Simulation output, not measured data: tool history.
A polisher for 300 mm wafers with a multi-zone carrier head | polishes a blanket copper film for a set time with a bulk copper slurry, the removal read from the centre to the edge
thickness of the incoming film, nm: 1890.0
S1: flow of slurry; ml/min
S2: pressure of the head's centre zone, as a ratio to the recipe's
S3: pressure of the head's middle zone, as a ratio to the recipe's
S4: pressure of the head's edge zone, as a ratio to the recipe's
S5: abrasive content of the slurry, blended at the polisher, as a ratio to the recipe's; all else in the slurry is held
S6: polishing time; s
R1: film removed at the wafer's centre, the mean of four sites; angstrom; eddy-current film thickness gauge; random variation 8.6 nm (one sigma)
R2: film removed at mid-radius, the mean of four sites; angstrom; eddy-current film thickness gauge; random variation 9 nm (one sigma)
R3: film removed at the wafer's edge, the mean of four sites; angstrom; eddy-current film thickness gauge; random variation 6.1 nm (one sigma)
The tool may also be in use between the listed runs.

run 1 day=0 | S1=190 S2=1 S3=1 S4=1 S5=1 S6=80 | R1=6245.7 R2=5979.8 R3=5971.4
run 2 day=0.088 | S1=190 S2=1 S3=1 S4=1 S5=0.85 S6=80 | R1=5934.4 R2=5864.7 R3=5696.1
run 3 day=0.375 | S1=195 S2=0.99 S3=1.01 S4=1.02 S5=0.9 S6=80 | R1=5836.2 R2=6062 R3=5792.3
run 4 day=0.712 | S1=225 S2=0.99 S3=1.01 S4=1.02 S5=0.9 S6=80 | R1=6127.3 R2=6107.9 R3=6011.1
run 5 day=1.012 | S1=225 S2=0.99 S3=1.01 S4=1.02 S5=0.75 S6=80 | R1=6006.3 R2=5895.5 R3=5758.1
run 6 day=1.083 | S1=225 S2=0.99 S3=1.01 S4=0.94 S5=0.75 S6=80 | R1=5850.7 R2=6084.7 R3=5520.5
run 7 day=1.296 | S1=230 S2=0.98 S3=1.02 S4=0.96 S5=0.8 S6=80 | R1=5718.5 R2=6127.3 R3=5629.4
run 8 day=1.517 | S1=230 S2=0.98 S3=1.02 S4=0.96 S5=0.8 S6=80 | R1=5987.3 R2=6139.1 R3=5648.7

The next listed run, before its measurement:
run 9 day=1.871 | S1=230 S2=0.97 S3=1.03 S4=0.98 S5=0.85 S6=80 | R1=? R2=? R3=?

{"run 9": {"R1": 5925.6, "R2": 6115.2, "R3": 5786.6}}
